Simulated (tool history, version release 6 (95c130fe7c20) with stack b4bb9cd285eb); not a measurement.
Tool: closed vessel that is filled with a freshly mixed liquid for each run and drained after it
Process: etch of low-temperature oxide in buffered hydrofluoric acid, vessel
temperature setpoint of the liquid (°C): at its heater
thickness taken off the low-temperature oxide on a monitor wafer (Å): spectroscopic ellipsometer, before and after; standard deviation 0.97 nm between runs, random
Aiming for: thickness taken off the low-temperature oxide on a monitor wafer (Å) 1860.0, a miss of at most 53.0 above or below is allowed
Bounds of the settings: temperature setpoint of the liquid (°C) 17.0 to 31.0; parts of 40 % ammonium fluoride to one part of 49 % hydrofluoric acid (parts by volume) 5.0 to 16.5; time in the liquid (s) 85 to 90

| run | hour | temperature setpoint of the liquid (°C) | parts of 40 % ammonium fluoride to one part of 49 % hydrofluoric acid (parts by volume) | time in the liquid (s) | thickness taken off the low-temperature oxide on a monitor wafer (Å) |
|---|---|---|---|---|---|
| 1 | 0.0 | 23.0 | 10.0 | 85 | 1595.8 |
| 2 | 9.0 | 23.5 | 10.0 | 85 | 1667.3 |
| 3 | 14.6 | 23.5 | 10.0 | 90 | 1751.6 |
| 4 | 18.2 | 24.0 | 10.0 | 90 | 1806.2 |
| 5 | 21.2 | 24.0 | 10.0 | 85 | 1717.6 |
| 6 | 27.8 | 27.0 | 10.0 | 85 | 1976.0 |
| 7 | 28.9 | 26.5 | 10.0 | 85 | 1947.5 |
| 8 | 30.2 | 26.5 | 10.0 | 85 | 1933.7 |

Exactly one of the 4 candidate moves below puts every result within its allowed miss. Which one?
| A | 31.5 | 28.5 | 11.5 | 90 | ? |
| B | 31.5 | 27.0 | 11.5 | 90 | ? |
| C | 31.5 | 28.0 | 10.5 | 85 | ? |
| D | 31.5 | 25.5 | 9.0 | 85 | ? |

| move | thickness taken off the low-temperature oxide on a monitor wafer (Å) |
|---|---|
| A | 2004.9 |
| B | 1851.0 |
| C | 2014.8 |
| D | 1974.4 |
A: the biggest miss grows against the last run
B: meets every target
C: the biggest miss grows against the last run
D: the biggest miss grows against the last run
So the answer is move B, the one that meets all the targets.
